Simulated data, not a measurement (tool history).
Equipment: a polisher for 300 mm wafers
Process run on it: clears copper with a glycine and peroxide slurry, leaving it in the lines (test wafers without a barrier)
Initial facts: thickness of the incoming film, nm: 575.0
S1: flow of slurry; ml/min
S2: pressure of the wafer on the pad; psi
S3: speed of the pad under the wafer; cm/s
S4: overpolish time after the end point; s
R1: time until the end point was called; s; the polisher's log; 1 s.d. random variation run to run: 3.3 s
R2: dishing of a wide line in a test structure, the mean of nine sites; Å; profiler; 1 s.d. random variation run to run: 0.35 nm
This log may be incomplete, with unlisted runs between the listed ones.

run,hour,S1,S2,S3,S4,R1,R2
1,0.0,160,1.8,102,15,192.59,298.86
2,2.0,160,1.8,120,15,168.82,315.94
3,9.5,160,1.7,118,16,179.48,321.40
4,13.3,160,1.6,116,17,188.45,326.01
5,18.7,160,1.5,114,17,205.28,308.21
6,20.6,160,1.4,114,17,213.43,303.49
7,27.5,160,1.3,114,17,223.25,280.09
8,33.7,155,1.3,112,18,225.76,290.15

Run 9, settings as shown, results not yet in. Your forecast:
9,38.5,145,0.9,110,21,?,?

{"run 9": {"R1": 299.57, "R2": 269.93}}

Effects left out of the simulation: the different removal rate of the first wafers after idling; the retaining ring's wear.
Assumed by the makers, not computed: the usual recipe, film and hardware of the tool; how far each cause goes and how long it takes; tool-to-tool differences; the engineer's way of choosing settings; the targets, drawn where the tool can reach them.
